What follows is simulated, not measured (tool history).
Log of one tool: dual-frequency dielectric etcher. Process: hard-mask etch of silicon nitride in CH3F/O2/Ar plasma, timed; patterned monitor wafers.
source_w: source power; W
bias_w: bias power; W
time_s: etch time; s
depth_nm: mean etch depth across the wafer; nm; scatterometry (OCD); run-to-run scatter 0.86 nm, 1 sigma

run  hour  source_w  bias_w  time_s  depth_nm
  1     0       540      95     144    129.16
  2   2.5       560      97     144    133.08
  3   7.7       580      98     144    134.46
  4  10.9       680      98     144    140.84
  5  12.6       760      98     144    149.49
  6  14.3       760      98     144    147.22
  7  15.8       760     100     144    150.17

Run 8 has not been measured yet. What should we expect?
  8  19.8       760     100     144         ?

depth_nm: 150.59 nm
